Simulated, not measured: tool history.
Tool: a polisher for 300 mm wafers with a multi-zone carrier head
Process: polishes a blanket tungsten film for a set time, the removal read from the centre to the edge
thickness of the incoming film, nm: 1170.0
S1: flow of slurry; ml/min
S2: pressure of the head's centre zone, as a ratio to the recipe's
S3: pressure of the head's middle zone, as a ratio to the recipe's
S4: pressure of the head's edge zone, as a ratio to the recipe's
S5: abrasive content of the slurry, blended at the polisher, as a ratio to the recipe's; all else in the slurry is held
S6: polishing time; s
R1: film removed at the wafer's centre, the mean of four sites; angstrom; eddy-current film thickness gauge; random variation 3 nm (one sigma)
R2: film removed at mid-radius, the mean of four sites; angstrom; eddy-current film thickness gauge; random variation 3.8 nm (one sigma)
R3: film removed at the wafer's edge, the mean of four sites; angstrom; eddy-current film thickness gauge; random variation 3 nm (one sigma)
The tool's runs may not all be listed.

run,day,S1,S2,S3,S4,S5,S6,R1,R2,R3
1,0.000,180,1.00,1.00,1.00,1.00,75,3361.1,3530.3,3696.9
2,0.067,180,0.99,1.00,0.97,0.85,71,2986.2,3219.8,3236.9
3,0.092,180,0.99,1.05,0.97,0.85,71,2994.2,3327.1,3262.5
4,0.221,180,0.99,1.05,0.93,0.85,71,3021.1,3334.1,3270.1
5,0.338,140,0.99,1.05,0.93,0.85,71,2845.2,3167.1,3053.6
6,0.542,140,0.99,1.05,0.93,0.85,52,2110.5,2367.4,2287.1

Forecast run 7:
7,0.617,155,1.00,1.05,0.94,0.85,52,?,?,?

Run 7 gave R1 2163.2 angstrom, R2 2338.7 angstrom, R3 2344.4 angstrom.
